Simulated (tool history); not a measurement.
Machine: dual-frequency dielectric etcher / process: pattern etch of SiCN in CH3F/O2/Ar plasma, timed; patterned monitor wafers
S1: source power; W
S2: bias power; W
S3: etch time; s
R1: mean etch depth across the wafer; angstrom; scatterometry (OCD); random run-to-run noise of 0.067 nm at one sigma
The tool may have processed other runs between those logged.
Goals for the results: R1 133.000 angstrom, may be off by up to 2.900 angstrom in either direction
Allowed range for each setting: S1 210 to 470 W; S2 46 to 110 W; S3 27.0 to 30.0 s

{"run": 1, "hour": 0.0, "S1": 340, "S2": 78, "S3": 30.0, "R1": 113.79}
{"run": 2, "hour": 6.0, "S1": 340, "S2": 73, "S3": 30.0, "R1": 109.7}
{"run": 3, "hour": 10.3, "S1": 340, "S2": 73, "S3": 30.0, "R1": 110.17}
{"run": 4, "hour": 15.0, "S1": 340, "S2": 73, "S3": 27.0, "R1": 99.632}
{"run": 5, "hour": 18.9, "S1": 360, "S2": 77, "S3": 27.0, "R1": 103.76}
{"run": 6, "hour": 21.7, "S1": 390, "S2": 77, "S3": 27.0, "R1": 106.84}
{"run": 7, "hour": 24.2, "S1": 400, "S2": 82, "S3": 27.0, "R1": 112.74}
{"run": 8, "hour": 31.2, "S1": 410, "S2": 85, "S3": 27.0, "R1": 115.08}
{"run": 9, "hour": 31.9, "S1": 420, "S2": 88, "S3": 27.0, "R1": 118.07}
{"run": 10, "hour": 36.8, "S1": 420, "S2": 90, "S3": 27.0, "R1": 119.22}
{"run": 11, "hour": 38.5, "S1": 420, "S2": 90, "S3": 27.0, "R1": 118.24}
{"run": 12, "hour": 43.4, "S1": 430, "S2": 92, "S3": 27.0, "R1": 122.27}
{"run": 13, "hour": 50.8, "S1": 430, "S2": 92, "S3": 27.0, "R1": 120.73}
{"run": 14, "hour": 51.8, "S1": 430, "S2": 94, "S3": 27.0, "R1": 122.0}
{"run": 15, "hour": 56.7, "S1": 430, "S2": 96, "S3": 27.0, "R1": 124.15}
{"run": 16, "hour": 61.8, "S1": 430, "S2": 97, "S3": 27.0, "R1": 124.47}

Exactly one of the 4 candidate moves below puts every result within its allowed miss. Which one?
{"run": "A", "hour": 66.9, "S1": 400, "S2": 102, "S3": 30.0, "R1": "?"}
{"run": "B", "hour": 66.9, "S1": 360, "S2": 101, "S3": 27.0, "R1": "?"}
{"run": "C", "hour": 66.9, "S1": 330, "S2": 87, "S3": 28.5, "R1": "?"}
{"run": "D", "hour": 66.9, "S1": 400, "S2": 96, "S3": 30.0, "R1": "?"}

move=A R1=138.250
move=B R1=119.470
move=C R1=113.340
move=D R1=134.030
A: takes the result that was furthest off past its target
B: further off than the last run
C: further off than the last run
D: all results in spec
So the answer is move D, the one that meets all the targets.

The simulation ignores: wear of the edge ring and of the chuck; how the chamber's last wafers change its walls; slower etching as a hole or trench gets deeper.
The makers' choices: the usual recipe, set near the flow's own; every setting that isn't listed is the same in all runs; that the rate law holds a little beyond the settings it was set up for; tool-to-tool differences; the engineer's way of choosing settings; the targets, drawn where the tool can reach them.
